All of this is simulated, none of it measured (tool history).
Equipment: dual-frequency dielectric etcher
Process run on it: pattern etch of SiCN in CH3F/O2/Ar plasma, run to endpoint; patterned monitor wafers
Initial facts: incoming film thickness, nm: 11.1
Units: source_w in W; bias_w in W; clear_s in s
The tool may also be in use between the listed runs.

Run 1, hour 0.0: source_w 410 W, bias_w 73 W. Result: clear_s 31.506 s.
Run 2, hour 5.1: source_w 430 W, bias_w 74 W. Result: clear_s 30.457 s.
Run 3, hour 13.2: source_w 430 W, bias_w 78 W. Result: clear_s 30.682 s.
Run 4, hour 19.1: source_w 430 W, bias_w 71 W. Result: clear_s 31.205 s.
Run 5, hour 26.8: source_w 490 W, bias_w 71 W. Result: clear_s 29.793 s.
Run 6, hour 29.7: source_w 500 W, bias_w 72 W. Result: clear_s 29.274 s.
Run 7, hour 31.6: source_w 510 W, bias_w 73 W. Result: clear_s 29.329 s.

Run 8 is up next; what results do you expect?
Run 8, hour 33.2: source_w 520 W, bias_w 74 W. Result: clear_s ?.

{"run 8": {"clear_s": 28.902}}

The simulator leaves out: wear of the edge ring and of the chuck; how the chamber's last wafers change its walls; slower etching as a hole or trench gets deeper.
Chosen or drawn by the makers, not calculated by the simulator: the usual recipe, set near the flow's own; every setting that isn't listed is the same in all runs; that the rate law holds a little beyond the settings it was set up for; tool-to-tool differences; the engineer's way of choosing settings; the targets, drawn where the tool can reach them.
